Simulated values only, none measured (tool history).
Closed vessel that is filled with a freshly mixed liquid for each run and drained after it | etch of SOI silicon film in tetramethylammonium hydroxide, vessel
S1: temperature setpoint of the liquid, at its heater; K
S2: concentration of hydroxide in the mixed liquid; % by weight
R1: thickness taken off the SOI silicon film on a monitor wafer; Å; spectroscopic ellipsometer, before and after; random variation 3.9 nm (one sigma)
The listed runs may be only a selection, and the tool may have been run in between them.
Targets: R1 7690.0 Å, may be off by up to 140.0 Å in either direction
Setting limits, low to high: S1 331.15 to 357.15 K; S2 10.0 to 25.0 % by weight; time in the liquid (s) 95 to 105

Run 1, hour 0.0: S1 344.15 K, S2 19.5 % by weight, time in the liquid (s) 95. Result: R1 5756.9 Å.
Run 2, hour 4.1: S1 345.65 K, S2 19.5 % by weight, time in the liquid (s) 95. Result: R1 6301.2 Å.
Run 3, hour 7.4: S1 345.65 K, S2 17.0 % by weight, time in the liquid (s) 95. Result: R1 6666.8 Å.
Run 4, hour 14.3: S1 345.65 K, S2 20.5 % by weight, time in the liquid (s) 95. Result: R1 6187.7 Å.
Run 5, hour 20.2: S1 345.65 K, S2 18.0 % by weight, time in the liquid (s) 95. Result: R1 6441.4 Å.
Run 6, hour 21.3: S1 346.65 K, S2 18.0 % by weight, time in the liquid (s) 95. Result: R1 6829.9 Å.
Run 7, hour 27.0: S1 347.15 K, S2 18.0 % by weight, time in the liquid (s) 95. Result: R1 7076.5 Å.
Run 8, hour 30.9: S1 347.65 K, S2 18.0 % by weight, time in the liquid (s) 95. Result: R1 7225.1 Å.
Run 9, hour 33.7: S1 348.15 K, S2 18.0 % by weight, time in the liquid (s) 95. Result: R1 7509.8 Å.

Exercise: of the 4 proposed moves below, exactly one satisfies all targets within the stated allowed misses. Which move is it?
Run A, hour 36.5: S1 349.65 K, S2 22.0 % by weight, time in the liquid (s) 95. Result: R1 ?.
Run B, hour 36.5: S1 347.65 K, S2 19.0 % by weight, time in the liquid (s) 95. Result: R1 ?.
Run C, hour 36.5: S1 349.15 K, S2 19.5 % by weight, time in the liquid (s) 95. Result: R1 ?.
Run D, hour 36.5: S1 347.15 K, S2 16.5 % by weight, time in the liquid (s) 95. Result: R1 ?.

move      R1
   A  7398.8
   B  7092.8
   C  7636.5
   D  7288.9
A: misses by more than the last run did
B: misses by more than the last run did
C: each result inside its tolerance
D: misses by more than the last run did
The move that meets every target is C.
